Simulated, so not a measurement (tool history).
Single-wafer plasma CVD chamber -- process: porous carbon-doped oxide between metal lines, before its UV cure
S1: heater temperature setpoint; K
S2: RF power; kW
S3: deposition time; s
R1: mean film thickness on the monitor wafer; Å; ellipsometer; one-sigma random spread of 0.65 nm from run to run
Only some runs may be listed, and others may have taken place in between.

| run | hour | S1 | S2 | S3 | R1 |
|---|---|---|---|---|---|
| 1 | 0.0 | 583.15 | 0.535 | 40.3 | 2182.8 |
| 2 | 6.4 | 577.15 | 0.535 | 40.3 | 2267.4 |
| 3 | 13.1 | 576.15 | 0.535 | 40.3 | 2289.3 |
| 4 | 14.4 | 576.15 | 0.535 | 40.3 | 2271.0 |
| 5 | 17.9 | 576.15 | 0.595 | 40.3 | 2511.3 |
| 6 | 22.7 | 577.15 | 0.595 | 40.3 | 2503.8 |

Run 7 is up next; what results do you expect?
| 7 | 23.9 | 578.15 | 0.595 | 40.3 | ? |

R1: 2477.9 Å
